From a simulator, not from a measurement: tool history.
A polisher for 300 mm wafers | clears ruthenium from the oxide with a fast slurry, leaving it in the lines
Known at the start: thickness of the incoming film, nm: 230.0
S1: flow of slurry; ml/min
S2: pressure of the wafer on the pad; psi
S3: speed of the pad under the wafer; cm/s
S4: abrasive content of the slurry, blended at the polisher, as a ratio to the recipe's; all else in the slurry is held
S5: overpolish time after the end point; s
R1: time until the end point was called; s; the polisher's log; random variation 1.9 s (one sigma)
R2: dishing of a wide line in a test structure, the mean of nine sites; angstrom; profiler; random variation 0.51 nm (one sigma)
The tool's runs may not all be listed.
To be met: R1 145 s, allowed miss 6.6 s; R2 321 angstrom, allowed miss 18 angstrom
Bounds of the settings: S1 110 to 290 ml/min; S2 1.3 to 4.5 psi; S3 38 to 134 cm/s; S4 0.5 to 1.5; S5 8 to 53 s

run,hour,S1,S2,S3,S4,S5,R1,R2
1,0,185,2.9,86,1,27,60.939,552.86
2,3.4,230,2.9,86,1,27,58.223,572.76
3,8.1,225,2.5,78,1,27,72.762,513.6
4,15.4,220,2.2,72,1,26,86.716,442.44
5,22.4,220,2.2,72,1,21,86.983,376.53
6,27.1,220,2.2,72,0.85,21,92.497,370.57
7,29,215,2,70,0.85,22,100.91,344.77
8,32,210,1.8,66,0.85,24,113.54,336.27
9,38.2,210,1.8,66,0.85,24,114.33,327.55
10,46.9,200,1.3,60,0.85,30,153.3,315.33
11,49.1,205,1.3,60,0.85,30,154.7,311.12

Which of these 4 next moves meets every target?
A,51.3,190,2.4,48,0.7,29,?,?
B,51.3,170,1.4,68,0.8,24,?,?
C,51.3,160,1.3,90,0.5,23,?,?
D,51.3,275,1.3,54,0.8,33,?,?

move,R1,R2
A,143.69,326.27
B,139.18,287.36
C,139.59,276.78
D,171.08,314.72
A: meets every target
B: brings the result that was furthest off to its target, and leaves another outside
C: brings the result that was furthest off to its target, and leaves another outside
D: further off than the last run
Answer: A

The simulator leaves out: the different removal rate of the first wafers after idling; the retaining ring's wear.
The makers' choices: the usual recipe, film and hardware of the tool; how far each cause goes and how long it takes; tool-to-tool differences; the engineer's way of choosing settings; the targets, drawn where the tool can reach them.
